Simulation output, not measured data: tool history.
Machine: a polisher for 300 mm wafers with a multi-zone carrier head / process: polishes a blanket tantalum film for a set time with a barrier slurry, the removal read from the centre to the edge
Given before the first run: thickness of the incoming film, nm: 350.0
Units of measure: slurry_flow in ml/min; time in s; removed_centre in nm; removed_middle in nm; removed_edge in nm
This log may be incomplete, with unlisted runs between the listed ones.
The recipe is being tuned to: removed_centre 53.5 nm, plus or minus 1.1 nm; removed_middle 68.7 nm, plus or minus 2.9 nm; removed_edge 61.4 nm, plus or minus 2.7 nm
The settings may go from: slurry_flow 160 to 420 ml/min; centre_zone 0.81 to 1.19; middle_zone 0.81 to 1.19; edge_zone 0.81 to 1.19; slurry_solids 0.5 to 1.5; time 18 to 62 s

| run | hour | slurry_flow | centre_zone | middle_zone | edge_zone | slurry_solids | time | removed_centre | removed_middle | removed_edge |
|---|---|---|---|---|---|---|---|---|---|---|
| 1 | 0 | 270 | 1 | 1 | 1 | 1 | 40 | 100.74 | 102.55 | 101.01 |
| 2 | 2.1 | 265 | 0.98 | 1 | 0.99 | 0.95 | 39 | 96.028 | 100.34 | 94.222 |
| 3 | 5.2 | 260 | 0.96 | 1 | 1.01 | 0.9 | 38 | 90.456 | 94.212 | 90.117 |
| 4 | 6.9 | 255 | 0.94 | 1.02 | 1.03 | 0.9 | 37 | 85.142 | 92.112 | 88.198 |
| 5 | 12.1 | 255 | 1.01 | 1.02 | 1.03 | 0.9 | 37 | 91.674 | 94.395 | 90.821 |
| 6 | 13.8 | 220 | 1.01 | 1.02 | 1.03 | 0.9 | 37 | 90.226 | 89.708 | 90.61 |
| 7 | 14.9 | 220 | 0.99 | 1.03 | 1.04 | 0.85 | 36 | 84.399 | 89.382 | 87.115 |
| 8 | 22.9 | 215 | 0.97 | 1.03 | 1.04 | 0.8 | 35 | 78.113 | 82.601 | 81.225 |
| 9 | 29.4 | 210 | 0.95 | 1.04 | 1.04 | 0.75 | 35 | 75.663 | 82.694 | 79.702 |
| 10 | 37.3 | 205 | 0.94 | 1.04 | 1.04 | 0.7 | 35 | 72.247 | 80.112 | 77.77 |
| 11 | 39.1 | 205 | 0.93 | 1.04 | 1.03 | 0.7 | 35 | 71.248 | 79.888 | 78.788 |
| 12 | 47.9 | 205 | 0.93 | 1.04 | 1.03 | 0.7 | 35 | 72.161 | 79.345 | 79.912 |
| 13 | 49.4 | 220 | 0.92 | 1.04 | 1.03 | 0.7 | 34 | 69.173 | 80.476 | 74.866 |
| 14 | 53.1 | 220 | 0.91 | 1.04 | 1.02 | 0.7 | 34 | 69.142 | 80.516 | 75.984 |
| 15 | 55.5 | 225 | 0.9 | 1.04 | 1.02 | 0.7 | 34 | 68.463 | 80.595 | 75.627 |
| 16 | 63.4 | 225 | 0.89 | 1.04 | 1.01 | 0.7 | 34 | 67.157 | 80.388 | 76.679 |
| 17 | 67.3 | 235 | 0.88 | 1.04 | 1.01 | 0.7 | 33 | 64.977 | 78.399 | 71.691 |
| 18 | 68.3 | 235 | 0.87 | 1.04 | 1.01 | 0.7 | 33 | 63.841 | 79.071 | 73.095 |
| 19 | 71.1 | 235 | 0.87 | 1.04 | 1.01 | 0.7 | 33 | 63.858 | 77.257 | 72.772 |
| 20 | 79.3 | 240 | 0.86 | 1.04 | 1 | 0.7 | 33 | 63.542 | 77.686 | 72.785 |
| 21 | 85 | 240 | 0.86 | 1.04 | 1 | 0.7 | 33 | 64.077 | 77.363 | 74.586 |
| 22 | 86.1 | 250 | 0.86 | 1.04 | 1 | 0.7 | 33 | 64.152 | 78.642 | 74.595 |
| 23 | 94.5 | 225 | 0.81 | 1.04 | 0.9 | 0.5 | 30 | 46.724 | 60.944 | 55.246 |
| 24 | 96.7 | 240 | 0.81 | 1.04 | 0.91 | 0.5 | 30 | 47.77 | 62.14 | 55.25 |
| 25 | 105.3 | 245 | 0.81 | 1.04 | 0.92 | 0.5 | 30 | 48.143 | 62.096 | 55.247 |
| 26 | 106.3 | 320 | 0.85 | 1.1 | 1.02 | 0.65 | 30 | 56.983 | 72.38 | 66.52 |
| 27 | 114.9 | 320 | 0.85 | 1.1 | 1.01 | 0.65 | 30 | 57.059 | 72.152 | 67.089 |

Which of these 4 next moves meets every target?
| A | 123.5 | 275 | 0.82 | 1.13 | 1.02 | 0.6 | 32 | ? | ? | ? |
| B | 123.5 | 280 | 0.88 | 1.07 | 0.95 | 0.5 | 32 | ? | ? | ? |
| C | 123.5 | 375 | 0.84 | 1.08 | 0.98 | 0.6 | 29 | ? | ? | ? |
| D | 123.5 | 325 | 0.81 | 0.95 | 1.18 | 0.65 | 28 | ? | ? | ? |

| move | removed_centre | removed_middle | removed_edge |
|---|---|---|---|
| A | 56.487 | 77.749 | 68.544 |
| B | 56.276 | 68.841 | 61.502 |
| C | 53.903 | 69.492 | 62.153 |
| D | 51.087 | 61.417 | 67.481 |
A: just as far off the targets as the last run
B: gains on the last run, yet a result remains outside its allowed miss
C: all results land within tolerance of their targets
D: pushes the last run's worst result past its target
C meets every target.
